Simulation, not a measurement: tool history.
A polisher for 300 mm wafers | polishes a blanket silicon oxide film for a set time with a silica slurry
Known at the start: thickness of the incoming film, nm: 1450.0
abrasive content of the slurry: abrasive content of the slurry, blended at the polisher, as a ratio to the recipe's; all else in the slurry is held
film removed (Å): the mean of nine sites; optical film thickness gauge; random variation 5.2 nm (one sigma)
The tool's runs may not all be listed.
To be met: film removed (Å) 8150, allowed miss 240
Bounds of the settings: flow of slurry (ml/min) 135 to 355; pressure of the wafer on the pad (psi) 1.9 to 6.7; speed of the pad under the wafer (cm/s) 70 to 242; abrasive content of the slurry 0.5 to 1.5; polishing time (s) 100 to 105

run  hour  flow of slurry (ml/min)  pressure of the wafer on the pad (psi)  speed of the pad under the wafer (cm/s)  abrasive content of the slurry  polishing time (s)  film removed (Å)
  1     0                      225                                     4.3                                      156                               1                 100            4341.9
  2   4.2                      230                                     4.8                                      158                               1                 100            4879.8
  3   7.5                      230                                     5.2                                      162                               1                 100            5342.5
  4   9.3                      235                                     5.5                                      166                               1                 100            5772.7
  5  13.2                      235                                     5.7                                      170                               1                 100            6075.6
  6  20.6                      235                                     5.7                                      170                             0.9                 100            5796.1
  7  23.4                      235                                     5.9                                      176                             0.9                 100            6184.6
  8  24.7                      235                                     6.1                                      180                             0.9                 100            6383.8
  9  32.6                      240                                     6.2                                      186                             0.9                 100            6790.8
 10  35.8                      245                                     6.3                                      190                             0.9                 100            7009.8
 11  40.2                      245                                     6.4                                      194                             0.9                 100            7275.7
 12  45.1                      260                                     6.7                                      202                             0.9                 100            7835.6

Which of these 4 next moves meets every target?
  A    50                      240                                     6.7                                      182                            0.85                 105                 ?
  B    50                      345                                     5.5                                      196                             1.3                 105                 ?
  C    50                      240                                     5.5                                      208                            1.05                 104                 ?
  D    50                      280                                     6.5                                      176                            1.05                 101                 ?

move  film removed (Å)
   A            7290.5
   B            8053.9
   C            7367.8
   D            7486.9
A: further off than the last run
B: meets every target
C: further off than the last run
D: further off than the last run
Move B is the one to make.

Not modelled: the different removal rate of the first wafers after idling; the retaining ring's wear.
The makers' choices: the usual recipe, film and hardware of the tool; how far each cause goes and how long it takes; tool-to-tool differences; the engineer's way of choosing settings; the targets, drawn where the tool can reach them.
